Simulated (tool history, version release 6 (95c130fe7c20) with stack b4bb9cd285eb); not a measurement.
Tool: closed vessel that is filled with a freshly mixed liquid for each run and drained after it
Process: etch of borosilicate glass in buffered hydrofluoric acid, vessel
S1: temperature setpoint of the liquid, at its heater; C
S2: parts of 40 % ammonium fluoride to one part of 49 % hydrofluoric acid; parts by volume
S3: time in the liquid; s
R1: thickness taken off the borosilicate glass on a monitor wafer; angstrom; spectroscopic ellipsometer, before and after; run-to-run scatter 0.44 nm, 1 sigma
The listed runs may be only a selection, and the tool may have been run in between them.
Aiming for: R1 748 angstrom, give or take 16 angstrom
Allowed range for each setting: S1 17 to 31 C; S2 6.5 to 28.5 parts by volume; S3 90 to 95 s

run	day	S1	S2	S3	R1
1	0	23	17.5	90	604.06
2	0.075	23.5	17.5	90	620.25
3	0.125	23.5	17.5	90	618.27
4	0.446	23.5	15	90	725.46
5	0.7	23.5	12.5	90	858.38
6	1.017	23.5	12.5	95	903.37
7	1.242	23.5	12.5	95	900.2
8	1.6	23	12.5	95	882.26
9	1.908	22.5	12.5	95	858.13
10	1.988	22	12.5	95	828.65

Below are 4 possible settings for the next run. Only one of them brings all results inside the allowed miss of their targets. Which is it?
A	2.067	23.5	12.5	95	?
B	2.067	22	11	95	?
C	2.067	26.5	13.5	95	?
D	2.067	23	14	90	?

move	R1
A	897.29
B	938.95
C	975.74
D	739.74
A: moves away from the targets compared with the last run
B: moves away from the targets compared with the last run
C: moves away from the targets compared with the last run
D: each result inside its tolerance
So the answer is move D, the one that meets all the targets.
